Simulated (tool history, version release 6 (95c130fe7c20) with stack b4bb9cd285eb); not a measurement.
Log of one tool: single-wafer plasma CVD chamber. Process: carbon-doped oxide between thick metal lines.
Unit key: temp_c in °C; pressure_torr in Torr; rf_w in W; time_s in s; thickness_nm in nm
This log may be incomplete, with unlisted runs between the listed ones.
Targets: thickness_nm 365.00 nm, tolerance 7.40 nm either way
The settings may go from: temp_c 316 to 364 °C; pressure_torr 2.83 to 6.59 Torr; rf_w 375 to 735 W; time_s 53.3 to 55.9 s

| run | hour | temp_c | pressure_torr | rf_w | time_s | thickness_nm |
|---|---|---|---|---|---|---|
| 1 | 0.0 | 340 | 4.71 | 555 | 55.9 | 332.99 |
| 2 | 7.1 | 340 | 5.22 | 555 | 55.9 | 338.17 |
| 3 | 15.6 | 340 | 5.22 | 555 | 55.9 | 338.08 |
| 4 | 17.0 | 340 | 5.22 | 555 | 53.3 | 325.52 |
| 5 | 24.8 | 337 | 5.54 | 570 | 53.4 | 334.04 |
| 6 | 26.1 | 336 | 5.67 | 590 | 53.6 | 339.99 |
| 7 | 28.3 | 336 | 5.72 | 610 | 53.8 | 351.71 |
| 8 | 35.4 | 336 | 5.79 | 620 | 53.8 | 355.83 |

4 next moves are on the table. One of them brings every result within its allowed miss. Which?
| A | 42.5 | 334 | 6.25 | 610 | 53.3 | ? |
| B | 42.5 | 337 | 5.91 | 645 | 55.9 | ? |
| C | 42.5 | 334 | 6.06 | 635 | 55.9 | ? |
| D | 42.5 | 335 | 5.35 | 660 | 53.9 | ? |

| move | thickness_nm |
|---|---|
| A | 351.72 |
| B | 375.09 |
| C | 376.03 |
| D | 364.76 |
A: its largest miss is bigger than the last run's
B: moves the result that the last run missed by most past its target, out the other side
C: moves the result that the last run missed by most past its target, out the other side
D: in spec on every target
D is the move that brings every result within its allowed miss.

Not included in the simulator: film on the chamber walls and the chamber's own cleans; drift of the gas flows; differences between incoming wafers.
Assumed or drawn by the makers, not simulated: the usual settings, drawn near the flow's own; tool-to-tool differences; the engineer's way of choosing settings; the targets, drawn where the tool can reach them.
